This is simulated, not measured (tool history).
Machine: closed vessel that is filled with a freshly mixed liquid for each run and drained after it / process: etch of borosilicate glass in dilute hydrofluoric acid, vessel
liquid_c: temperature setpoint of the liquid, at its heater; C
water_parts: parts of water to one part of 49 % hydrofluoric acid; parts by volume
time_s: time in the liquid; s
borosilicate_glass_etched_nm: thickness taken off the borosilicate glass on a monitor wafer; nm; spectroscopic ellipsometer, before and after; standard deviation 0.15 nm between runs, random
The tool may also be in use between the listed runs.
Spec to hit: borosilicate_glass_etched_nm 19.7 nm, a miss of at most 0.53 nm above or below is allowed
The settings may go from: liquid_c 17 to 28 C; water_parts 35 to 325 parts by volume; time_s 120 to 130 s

{"run": 1, "hour": 0.0, "liquid_c": 20, "water_parts": 180, "time_s": 120, "borosilicate_glass_etched_nm": 15.747}
{"run": 2, "hour": 1.0, "liquid_c": 20, "water_parts": 245, "time_s": 120, "borosilicate_glass_etched_nm": 10.922}
{"run": 3, "hour": 8.5, "liquid_c": 18, "water_parts": 245, "time_s": 120, "borosilicate_glass_etched_nm": 10.179}
{"run": 4, "hour": 10.8, "liquid_c": 18, "water_parts": 185, "time_s": 120, "borosilicate_glass_etched_nm": 14.387}
{"run": 5, "hour": 12.2, "liquid_c": 20, "water_parts": 185, "time_s": 120, "borosilicate_glass_etched_nm": 15.295}
{"run": 6, "hour": 19.6, "liquid_c": 21.5, "water_parts": 185, "time_s": 120, "borosilicate_glass_etched_nm": 16.374}
{"run": 7, "hour": 23.0, "liquid_c": 22.5, "water_parts": 185, "time_s": 120, "borosilicate_glass_etched_nm": 16.975}
{"run": 8, "hour": 32.2, "liquid_c": 22.5, "water_parts": 185, "time_s": 120, "borosilicate_glass_etched_nm": 16.824}
{"run": 9, "hour": 36.3, "liquid_c": 23.5, "water_parts": 185, "time_s": 120, "borosilicate_glass_etched_nm": 17.614}
{"run": 10, "hour": 44.5, "liquid_c": 24, "water_parts": 185, "time_s": 120, "borosilicate_glass_etched_nm": 17.939}
{"run": 11, "hour": 47.8, "liquid_c": 24.5, "water_parts": 185, "time_s": 120, "borosilicate_glass_etched_nm": 18.134}
{"run": 12, "hour": 50.0, "liquid_c": 25, "water_parts": 185, "time_s": 120, "borosilicate_glass_etched_nm": 18.425}

Which one of the following 4 next-run settings gets every result inside its allowed miss? There is exactly one.
{"run": "A", "hour": 52.2, "liquid_c": 24, "water_parts": 170, "time_s": 120, "borosilicate_glass_etched_nm": "?"}
{"run": "B", "hour": 52.2, "liquid_c": 24, "water_parts": 170, "time_s": 125, "borosilicate_glass_etched_nm": "?"}
{"run": "C", "hour": 52.2, "liquid_c": 23.5, "water_parts": 175, "time_s": 120, "borosilicate_glass_etched_nm": "?"}
{"run": "D", "hour": 52.2, "liquid_c": 25.5, "water_parts": 195, "time_s": 120, "borosilicate_glass_etched_nm": "?"}

move=A borosilicate_glass_etched_nm=19.919
move=B borosilicate_glass_etched_nm=20.749
move=C borosilicate_glass_etched_nm=18.883
move=D borosilicate_glass_etched_nm=17.853
A: every result within its allowed miss
B: takes the biggest miss from the last run beyond its target
C: an improvement on the last run, though not all results are within tolerance
D: the biggest miss grows against the last run
Move A is the one to make.
